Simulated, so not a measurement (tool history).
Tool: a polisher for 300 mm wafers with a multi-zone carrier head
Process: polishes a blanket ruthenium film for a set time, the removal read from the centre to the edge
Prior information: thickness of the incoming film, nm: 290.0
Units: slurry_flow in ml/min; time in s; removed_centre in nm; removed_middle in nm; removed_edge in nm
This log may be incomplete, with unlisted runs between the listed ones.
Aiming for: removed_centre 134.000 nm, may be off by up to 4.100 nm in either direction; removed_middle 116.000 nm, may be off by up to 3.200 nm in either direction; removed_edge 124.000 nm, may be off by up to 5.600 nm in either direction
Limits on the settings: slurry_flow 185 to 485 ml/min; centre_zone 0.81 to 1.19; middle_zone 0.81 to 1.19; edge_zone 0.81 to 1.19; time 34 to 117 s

run	hour	slurry_flow	centre_zone	middle_zone	edge_zone	time	removed_centre	removed_middle	removed_edge
1	0.0	310	1.00	1.00	1.00	75	82.609	84.826	88.910
2	1.9	310	1.00	1.00	1.00	83	93.113	93.652	94.876
3	4.7	320	1.03	1.00	1.05	87	100.170	97.910	104.500
4	13.0	320	1.03	1.00	1.10	87	99.661	96.889	105.080
5	15.3	330	1.07	1.01	1.11	90	107.000	102.570	108.660
6	22.6	330	1.03	1.01	1.11	90	102.490	102.410	109.140
7	23.4	330	1.06	1.01	1.12	92	107.330	104.890	112.100
8	26.0	335	1.09	1.00	1.12	94	113.240	105.510	116.180
9	33.7	340	1.11	1.01	1.11	96	119.160	109.300	117.740
10	40.3	345	1.13	1.01	1.11	97	121.670	110.420	120.550
11	43.0	345	1.14	1.01	1.09	98	124.700	111.620	119.890
12	46.8	350	1.15	1.01	1.09	99	129.540	111.890	118.010
13	54.2	350	1.15	1.01	1.10	100	131.040	113.880	121.400

5 candidate next runs follow, results not yet known. Just one meets every target within its allowed miss. Identify it.
A	61.6	340	1.19	1.08	1.00	98	?	?	?
B	61.6	460	1.07	0.97	1.06	100	?	?	?
C	61.6	370	1.19	1.03	1.12	100	?	?	?
D	61.6	455	1.19	0.90	1.17	102	?	?	?
E	61.6	385	1.19	1.03	1.01	97	?	?	?

move	removed_centre	removed_middle	removed_edge
A	129.660	117.660	113.110
B	121.940	112.330	121.160
C	133.360	116.160	122.890
D	138.250	107.460	130.000
E	129.830	113.070	113.510
A: the biggest miss grows against the last run
B: the biggest miss grows against the last run
C: meets every target
D: the result that was furthest off in the last run now lies on the other side of its target
E: the biggest miss grows against the last run
Move C is the one to make.

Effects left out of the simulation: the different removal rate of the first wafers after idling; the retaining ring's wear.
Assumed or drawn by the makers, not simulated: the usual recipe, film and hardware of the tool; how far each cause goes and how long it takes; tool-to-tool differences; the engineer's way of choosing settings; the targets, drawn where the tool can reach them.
